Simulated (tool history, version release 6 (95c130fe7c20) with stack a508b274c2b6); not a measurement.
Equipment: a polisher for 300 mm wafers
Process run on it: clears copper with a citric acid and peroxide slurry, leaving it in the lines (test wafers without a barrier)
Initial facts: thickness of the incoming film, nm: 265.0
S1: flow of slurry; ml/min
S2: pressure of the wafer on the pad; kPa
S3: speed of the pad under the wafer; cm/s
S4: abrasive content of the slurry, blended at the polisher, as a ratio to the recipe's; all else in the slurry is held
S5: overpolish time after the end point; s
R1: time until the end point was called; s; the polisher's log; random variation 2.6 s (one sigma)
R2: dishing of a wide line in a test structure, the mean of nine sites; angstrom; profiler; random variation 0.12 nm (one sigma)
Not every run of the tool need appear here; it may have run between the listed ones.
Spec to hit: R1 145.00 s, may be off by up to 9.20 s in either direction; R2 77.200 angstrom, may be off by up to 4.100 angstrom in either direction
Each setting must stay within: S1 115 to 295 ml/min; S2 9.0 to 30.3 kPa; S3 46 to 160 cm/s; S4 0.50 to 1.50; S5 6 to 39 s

run   hour   S1    S2   S3    S4  S5      R1       R2
  1    0.0  190  19.3  102  1.00  20  143.01  249.140
  2    5.4  160  19.3  102  1.00  20  150.39  242.220
  3   11.4  200  16.5  104  1.00  16  161.79  175.060
  4   13.5  230  14.5  112  0.95  13  166.16  142.870
  5   14.1  230  14.5  124  0.95  13  148.99  157.400
  6   19.3  230  14.5  150  0.95  13  125.45  181.380
  7   24.2  250  13.1  150  0.80  11  146.23  141.800
  8   30.8  265  11.7  154  0.75   9  156.17  104.530
  9   39.0  275  11.0  156  0.75   8  159.74   93.119
 10   46.4  280  10.3  158  0.85   7  157.72   79.566
 11   49.9  285  11.0  160  1.00   7  141.82   86.070
 12   51.2  290  10.3  160  1.05   7  158.07   80.800
 13   55.8  290  10.3  160  1.15   7  154.00   83.601
 14   59.9  290  10.3  160  1.10   7  156.50   83.286
 15   66.0  290  10.3  160  1.00   7  155.66   81.583
 16   71.8  290  10.3  160  1.10   7  157.50   83.796
 17   73.4  290  10.3  160  0.95   7  159.43   80.779
 18   77.8  290  10.3  160  1.10   7  158.04   80.585
 19   80.6  290  10.3  160  1.15   7  151.75   83.047
 20   82.0  290  10.3  160  1.15   7  153.00   84.835
 21   85.1  290  10.3  160  1.05   7  155.85   80.779
 22   90.0  290  10.3  160  1.10   7  156.58   81.953
 23   92.3  290  10.3  160  1.10   7  149.51   83.542
 24   96.6  290  10.3  160  1.15   7  157.75   83.660
 25  104.1  290  10.3  160  1.00   7  156.11   81.905
     108.7  -- slurry nozzle cleaned
 26  108.7  290  10.3  160  1.05   7  159.01   81.648
 27  117.4  290  10.3  160  1.15   7  150.15   84.111
 28  120.2  290  10.3  160  1.25   7  145.88   88.087

4 next moves are on the table. One of them brings every result within its allowed miss. Which?
  A  123.0  280  11.7  148  1.20   8   ?   ?
  B  123.0  295  11.0  136  1.30   6   ?   ?
  C  123.0  295  10.3  160  1.35   6   ?   ?
  D  123.0  295  11.7  160  1.20   6   ?   ?

move      R1       R2
   A  142.68  103.100
   B  161.08   69.375
   C  145.53   76.474
   D  131.64   84.439
A: the biggest miss grows against the last run
B: moves the result that the last run missed by most past its target, out the other side
C: hits every target within its allowed miss
D: nearer the targets than the last run, but a result is still out of spec
Move C is the one to make.
